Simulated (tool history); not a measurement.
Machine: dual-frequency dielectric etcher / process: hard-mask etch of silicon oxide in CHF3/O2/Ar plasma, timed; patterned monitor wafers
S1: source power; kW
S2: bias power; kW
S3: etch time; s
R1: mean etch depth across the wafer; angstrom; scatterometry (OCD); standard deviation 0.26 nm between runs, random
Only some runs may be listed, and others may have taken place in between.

run,hour,S1,S2,S3,R1
1,0,0.81,0.222,20,476.33
2,5.4,0.73,0.204,20,442.37
3,9.5,0.73,0.204,20,446.72
4,17.6,0.73,0.24,20,468.96
5,22.2,0.67,0.221,20,444.61
6,29.3,0.75,0.221,20,472.8

Forecast run 7:
7,31.6,0.68,0.208,20,?

{"run 7": {"R1": 435.85}}

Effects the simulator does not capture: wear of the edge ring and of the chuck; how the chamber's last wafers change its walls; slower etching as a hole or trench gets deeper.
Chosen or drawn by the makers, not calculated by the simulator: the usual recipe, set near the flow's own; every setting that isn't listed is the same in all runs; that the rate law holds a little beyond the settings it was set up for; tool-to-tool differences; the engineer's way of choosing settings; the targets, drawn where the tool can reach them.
